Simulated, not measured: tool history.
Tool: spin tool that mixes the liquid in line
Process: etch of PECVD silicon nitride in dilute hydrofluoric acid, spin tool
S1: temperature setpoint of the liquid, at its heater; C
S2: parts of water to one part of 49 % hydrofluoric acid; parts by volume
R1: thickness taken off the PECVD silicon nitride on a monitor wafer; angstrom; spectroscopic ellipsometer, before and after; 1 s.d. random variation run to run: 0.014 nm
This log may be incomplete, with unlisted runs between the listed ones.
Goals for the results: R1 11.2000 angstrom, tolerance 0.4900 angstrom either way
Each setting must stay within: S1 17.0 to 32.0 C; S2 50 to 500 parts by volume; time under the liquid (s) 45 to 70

Run 1, hour 0.0: S1 24.0 C, S2 275 parts by volume, time under the liquid (s) 70. Result: R1 8.4728 angstrom.
Run 2, hour 6.4: S1 25.0 C, S2 275 parts by volume, time under the liquid (s) 70. Result: R1 8.9754 angstrom.
Run 3, hour 15.2: S1 25.0 C, S2 205 parts by volume, time under the liquid (s) 70. Result: R1 11.9700 angstrom.
Run 4, hour 21.0: S1 25.0 C, S2 105 parts by volume, time under the liquid (s) 70. Result: R1 22.8140 angstrom.
Run 5, hour 27.0: S1 25.0 C, S2 165 parts by volume, time under the liquid (s) 70. Result: R1 14.7600 angstrom.
Run 6, hour 30.6: S1 25.0 C, S2 165 parts by volume, time under the liquid (s) 70. Result: R1 14.6120 angstrom.
Run 7, hour 33.9: S1 25.0 C, S2 165 parts by volume, time under the liquid (s) 70. Result: R1 14.3580 angstrom.
Run 8, hour 35.2: S1 24.0 C, S2 165 parts by volume, time under the liquid (s) 70. Result: R1 13.8210 angstrom.
Run 9, hour 40.2: S1 23.5 C, S2 165 parts by volume, time under the liquid (s) 70. Result: R1 13.4390 angstrom.

Which of these 5 next moves meets every target?
Run A, hour 45.2: S1 22.5 C, S2 150 parts by volume, time under the liquid (s) 65. Result: R1 ?.
Run B, hour 45.2: S1 26.5 C, S2 205 parts by volume, time under the liquid (s) 65. Result: R1 ?.
Run C, hour 45.2: S1 21.5 C, S2 160 parts by volume, time under the liquid (s) 70. Result: R1 ?.
Run D, hour 45.2: S1 24.5 C, S2 180 parts by volume, time under the liquid (s) 60. Result: R1 ?.
Run E, hour 45.2: S1 19.5 C, S2 155 parts by volume, time under the liquid (s) 65. Result: R1 ?.

move       R1
   A  12.8820
   B  12.1830
   C  12.1960
   D  11.2970
   E  10.2300
A: closer than the last run, but not yet in spec
B: closer than the last run, but not yet in spec
C: closer than the last run, but not yet in spec
D: every result within its allowed miss
E: takes the biggest miss from the last run beyond its target
D is the move that brings every result within its allowed miss.
